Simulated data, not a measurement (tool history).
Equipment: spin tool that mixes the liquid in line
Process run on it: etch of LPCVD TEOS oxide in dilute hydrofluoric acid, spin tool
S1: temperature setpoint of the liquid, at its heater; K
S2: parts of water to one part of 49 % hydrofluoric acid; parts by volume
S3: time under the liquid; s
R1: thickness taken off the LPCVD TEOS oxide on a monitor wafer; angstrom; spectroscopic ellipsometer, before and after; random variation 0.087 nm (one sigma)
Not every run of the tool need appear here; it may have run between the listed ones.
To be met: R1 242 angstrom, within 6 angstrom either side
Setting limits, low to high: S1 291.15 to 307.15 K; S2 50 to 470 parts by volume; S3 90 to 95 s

run    day      S1   S2  S3      R1
  1      0  299.15  260  90  149.45
  2  0.171  300.15  255  90  156.92
  3  0.488  300.15  255  90  158.31
  4  0.692  300.15  310  90  122.97
     1.062  -- hydrofluoric acid flow meter replaced
  5  1.062  300.15  310  95  120.03
  6  1.154  300.15  310  95  119.61
  7  1.529  301.15  295  95  132.73
  8  1.862  301.15  275  95  144.27
  9  1.933  300.65  260  95  153.41
 10  2.212  300.65  245  95  165.03
 11  2.292  300.65  230  95  177.68
 12  2.408  300.65  220  95  188.84
 13  2.596  300.65  210  95  201.36

Exercise: of the 4 proposed moves below, exactly one satisfies all targets within the stated allowed misses. Which move is it?
  A  2.783  296.65  160  95   ?
  B  2.783  301.15  190  95   ?
  C  2.783  305.15  185  90   ?
  D  2.783  301.15  220  90   ?

move      R1
   A  239.92
   B  230.41
   C  259.38
   D  182.03
A: all results in spec
B: better than the last run, though not everything is in spec
C: carries the result that was furthest off beyond its target, to the other side
D: further off than the last run
The right move is A.
